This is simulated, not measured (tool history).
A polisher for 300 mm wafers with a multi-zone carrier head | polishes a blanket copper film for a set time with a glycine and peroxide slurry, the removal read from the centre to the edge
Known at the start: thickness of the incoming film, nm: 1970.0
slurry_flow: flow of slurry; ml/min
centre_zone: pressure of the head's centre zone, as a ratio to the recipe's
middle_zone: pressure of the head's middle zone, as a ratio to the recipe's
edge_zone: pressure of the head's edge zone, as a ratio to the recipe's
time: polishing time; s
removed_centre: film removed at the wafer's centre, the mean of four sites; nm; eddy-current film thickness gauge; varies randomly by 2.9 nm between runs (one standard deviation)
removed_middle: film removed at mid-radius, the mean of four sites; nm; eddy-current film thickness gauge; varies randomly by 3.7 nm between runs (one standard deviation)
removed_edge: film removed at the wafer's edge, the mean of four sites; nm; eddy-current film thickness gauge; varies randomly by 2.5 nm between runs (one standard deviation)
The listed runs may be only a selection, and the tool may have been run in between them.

| run | hour | slurry_flow | centre_zone | middle_zone | edge_zone | time | removed_centre | removed_middle | removed_edge |
|---|---|---|---|---|---|---|---|---|---|
| 1 | 0 | 280 | 1 | 1 | 1 | 51 | 398.86 | 410.79 | 405.32 |
| 2 | 6 | 280 | 0.99 | 1.01 | 0.97 | 45 | 354.49 | 368.7 | 357.5 |
| 3 | 10.4 | 280 | 0.98 | 1.02 | 0.94 | 40 | 316.86 | 330.8 | 315.66 |
| 4 | 15.3 | 230 | 0.98 | 1.02 | 0.94 | 40 | 315.24 | 336.49 | 306.47 |
| 5 | 19.3 | 230 | 0.91 | 1.02 | 0.94 | 40 | 298.15 | 332.31 | 304.34 |
| 6 | 23.5 | 225 | 0.9 | 1.01 | 0.92 | 38 | 276.7 | 308.55 | 289.89 |
| 7 | 30.7 | 215 | 0.9 | 1.01 | 0.9 | 36 | 261.07 | 300.49 | 271.8 |
| 8 | 37.8 | 210 | 0.91 | 0.99 | 0.88 | 35 | 258.47 | 277.27 | 258.61 |
| 9 | 46.6 | 210 | 0.91 | 0.99 | 0.88 | 35 | 260.62 | 280.13 | 261.97 |
| 10 | 50.8 | 205 | 0.9 | 0.99 | 0.86 | 35 | 255.89 | 280.57 | 254.74 |

Run 11 is up next; what results do you expect?
| 11 | 55.4 | 205 | 0.89 | 0.98 | 0.85 | 35 | ? | ? | ? |

For run 11 the tool returned removed_centre 249.32 nm, removed_middle 279.57 nm, removed_edge 254.49 nm.

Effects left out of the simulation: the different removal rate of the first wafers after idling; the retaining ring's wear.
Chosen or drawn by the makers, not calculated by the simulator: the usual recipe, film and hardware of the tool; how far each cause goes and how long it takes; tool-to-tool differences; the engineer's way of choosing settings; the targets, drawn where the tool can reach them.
